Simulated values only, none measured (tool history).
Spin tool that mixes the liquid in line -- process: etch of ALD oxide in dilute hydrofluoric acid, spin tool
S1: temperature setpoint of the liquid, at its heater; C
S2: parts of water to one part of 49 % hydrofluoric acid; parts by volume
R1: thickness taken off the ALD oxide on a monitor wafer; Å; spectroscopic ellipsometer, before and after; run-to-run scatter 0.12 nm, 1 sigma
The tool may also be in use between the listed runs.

run 1 day=0 | S1=22 S2=220 time_under_the_liquid_(s)=165 | R1=163.99
run 2 day=0.117 | S1=24.5 S2=220 time_under_the_liquid_(s)=165 | R1=179.31
run 3 day=0.308 | S1=26.5 S2=220 time_under_the_liquid_(s)=165 | R1=191.7
run 4 day=0.533 | S1=26.5 S2=290 time_under_the_liquid_(s)=165 | R1=135.29
run 5 day=0.808 | S1=27.5 S2=265 time_under_the_liquid_(s)=165 | R1=156.93
run 6 day=0.967 | S1=28.5 S2=245 time_under_the_liquid_(s)=165 | R1=179.05
run 7 day=1.275 | S1=29 S2=235 time_under_the_liquid_(s)=165 | R1=192.84

Forecast run 8:
run 8 day=1.329 | S1=29.5 S2=230 time_under_the_liquid_(s)=165 | R1=?

{"run 8": {"R1": 203.22}}
